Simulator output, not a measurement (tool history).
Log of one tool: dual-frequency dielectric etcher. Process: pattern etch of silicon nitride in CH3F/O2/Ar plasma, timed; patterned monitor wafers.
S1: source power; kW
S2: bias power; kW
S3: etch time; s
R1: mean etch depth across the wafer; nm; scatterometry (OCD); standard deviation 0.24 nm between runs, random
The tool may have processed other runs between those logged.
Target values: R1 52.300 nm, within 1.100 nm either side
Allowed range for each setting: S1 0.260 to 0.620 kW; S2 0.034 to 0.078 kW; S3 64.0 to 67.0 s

Run 1, hour 0.0: S1 0.440 kW, S2 0.056 kW, S3 64.0 s. Result: R1 43.910 nm.
Run 2, hour 3.0: S1 0.460 kW, S2 0.057 kW, S3 64.0 s. Result: R1 45.320 nm.
Run 3, hour 5.7: S1 0.480 kW, S2 0.057 kW, S3 64.0 s. Result: R1 46.128 nm.
Run 4, hour 7.4: S1 0.500 kW, S2 0.057 kW, S3 64.0 s. Result: R1 46.552 nm.
At hour 8.9: source power generator calibrated.
Run 5, hour 8.9: S1 0.420 kW, S2 0.057 kW, S3 64.0 s. Result: R1 44.128 nm.
Run 6, hour 13.2: S1 0.440 kW, S2 0.058 kW, S3 64.0 s. Result: R1 45.486 nm.
Run 7, hour 20.3: S1 0.460 kW, S2 0.059 kW, S3 64.0 s. Result: R1 46.876 nm.
Run 8, hour 26.2: S1 0.480 kW, S2 0.059 kW, S3 64.0 s. Result: R1 47.449 nm.
Run 9, hour 34.9: S1 0.490 kW, S2 0.059 kW, S3 64.0 s. Result: R1 47.536 nm.
Run 10, hour 43.7: S1 0.500 kW, S2 0.059 kW, S3 64.0 s. Result: R1 48.222 nm.
Run 11, hour 51.1: S1 0.510 kW, S2 0.059 kW, S3 64.0 s. Result: R1 48.819 nm.
Run 12, hour 57.8: S1 0.520 kW, S2 0.059 kW, S3 64.0 s. Result: R1 49.218 nm.
Run 13, hour 59.4: S1 0.530 kW, S2 0.059 kW, S3 64.0 s. Result: R1 49.354 nm.
Run 14, hour 64.0: S1 0.540 kW, S2 0.059 kW, S3 64.0 s. Result: R1 50.377 nm.
Run 15, hour 68.7: S1 0.560 kW, S2 0.059 kW, S3 64.0 s. Result: R1 50.725 nm.

Below are 5 possible settings for the next run. Only one of them brings all results inside the allowed miss of their targets. Which is it?
Run A, hour 73.4: S1 0.450 kW, S2 0.065 kW, S3 65.5 s. Result: R1 ?.
Run B, hour 73.4: S1 0.560 kW, S2 0.055 kW, S3 64.0 s. Result: R1 ?.
Run C, hour 73.4: S1 0.540 kW, S2 0.055 kW, S3 64.0 s. Result: R1 ?.
Run D, hour 73.4: S1 0.550 kW, S2 0.064 kW, S3 65.0 s. Result: R1 ?.
Run E, hour 73.4: S1 0.530 kW, S2 0.056 kW, S3 65.5 s. Result: R1 ?.

move      R1
   A  49.097
   B  50.068
   C  49.252
   D  53.064
   E  50.280
A: further off than the last run
B: further off than the last run
C: further off than the last run
D: every result lands within tolerance
E: further off than the last run
Go with D: it meets all targets.
